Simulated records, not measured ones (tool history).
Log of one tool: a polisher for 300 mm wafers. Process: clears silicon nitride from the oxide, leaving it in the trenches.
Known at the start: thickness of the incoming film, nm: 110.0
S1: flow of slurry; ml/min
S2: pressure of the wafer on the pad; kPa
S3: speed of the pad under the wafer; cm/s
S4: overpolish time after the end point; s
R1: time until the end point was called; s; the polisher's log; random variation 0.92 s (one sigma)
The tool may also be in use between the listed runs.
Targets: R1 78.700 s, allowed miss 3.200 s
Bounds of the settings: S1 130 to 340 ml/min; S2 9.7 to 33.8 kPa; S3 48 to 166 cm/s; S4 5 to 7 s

run,hour,S1,S2,S3,S4,R1
1,0.0,220,21.4,106,7,104.740
2,3.0,220,22.1,106,7,101.920
3,7.0,220,22.8,106,7,99.104
4,13.5,190,22.8,106,7,100.550
5,16.0,190,22.8,106,7,100.530
6,21.8,190,22.8,106,5,101.280
7,23.7,190,23.4,106,5,97.680
8,26.9,190,24.1,106,5,91.959
9,28.5,190,24.8,106,5,91.653
10,32.0,190,24.8,106,5,93.210
11,36.5,190,25.5,106,5,89.634
12,41.0,190,25.5,106,5,91.223
13,45.4,190,26.2,106,5,87.783
14,48.0,190,26.9,106,5,86.056

5 next moves are on the table. One of them brings every result within its allowed miss. Which?
A,50.6,195,26.9,106,7,?
B,50.6,165,26.2,94,5,?
C,50.6,135,26.9,102,7,?
D,50.6,210,24.8,92,7,?
E,50.6,135,29.6,110,7,?

move,R1
A,84.568
B,96.595
C,92.500
D,99.642
E,79.792
A: nearer than the last run, and not there yet
B: further off than the last run
C: further off than the last run
D: further off than the last run
E: meets every target
Move E is the one to make.
